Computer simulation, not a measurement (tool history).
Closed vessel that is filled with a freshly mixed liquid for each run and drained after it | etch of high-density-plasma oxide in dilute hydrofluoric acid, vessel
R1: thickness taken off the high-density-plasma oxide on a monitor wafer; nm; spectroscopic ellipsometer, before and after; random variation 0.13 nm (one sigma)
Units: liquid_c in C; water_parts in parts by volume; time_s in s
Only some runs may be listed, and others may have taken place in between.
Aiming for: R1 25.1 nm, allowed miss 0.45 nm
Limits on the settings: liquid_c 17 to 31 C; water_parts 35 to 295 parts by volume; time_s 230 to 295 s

Run 1, day 0: liquid_c 23 C, water_parts 165 parts by volume, time_s 295 s. Result: R1 13.016 nm.
Run 2, day 0.288: liquid_c 23 C, water_parts 120 parts by volume, time_s 295 s. Result: R1 18.918 nm.
Run 3, day 0.612: liquid_c 23 C, water_parts 95 parts by volume, time_s 295 s. Result: R1 24.374 nm.
Run 4, day 0.821: liquid_c 20.5 C, water_parts 95 parts by volume, time_s 295 s. Result: R1 22.207 nm.
Run 5, day 1.1: liquid_c 20.5 C, water_parts 130 parts by volume, time_s 295 s. Result: R1 15.522 nm.
Run 6, day 1.183: liquid_c 20.5 C, water_parts 105 parts by volume, time_s 295 s. Result: R1 19.861 nm.
Run 7, day 1.371: liquid_c 22.5 C, water_parts 105 parts by volume, time_s 295 s. Result: R1 21.676 nm.
Run 8, day 1.525: liquid_c 23.5 C, water_parts 105 parts by volume, time_s 295 s. Result: R1 22.446 nm.
Run 9, day 1.896: liquid_c 24.5 C, water_parts 105 parts by volume, time_s 295 s. Result: R1 23.277 nm.
Run 10, day 1.946: liquid_c 27 C, water_parts 105 parts by volume, time_s 295 s. Result: R1 25.816 nm.

Exercise: of the 5 proposed moves below, exactly one satisfies all targets within the stated allowed misses. Which move is it?
Run A, day 1.996: liquid_c 29 C, water_parts 110 parts by volume, time_s 280 s. Result: R1 ?.
Run B, day 1.996: liquid_c 26.5 C, water_parts 100 parts by volume, time_s 295 s. Result: R1 ?.
Run C, day 1.996: liquid_c 25.5 C, water_parts 90 parts by volume, time_s 270 s. Result: R1 ?.
Run D, day 1.996: liquid_c 25 C, water_parts 100 parts by volume, time_s 285 s. Result: R1 ?.
Run E, day 1.996: liquid_c 20 C, water_parts 80 parts by volume, time_s 295 s. Result: R1 ?.

move      R1
   A  24.975
   B  26.666
   C   26.42
   D  24.298
   E  26.309
A: meets every target
B: the biggest miss grows against the last run
C: the biggest miss grows against the last run
D: pushes the last run's worst result past its target
E: the biggest miss grows against the last run
Move A is the one to make.
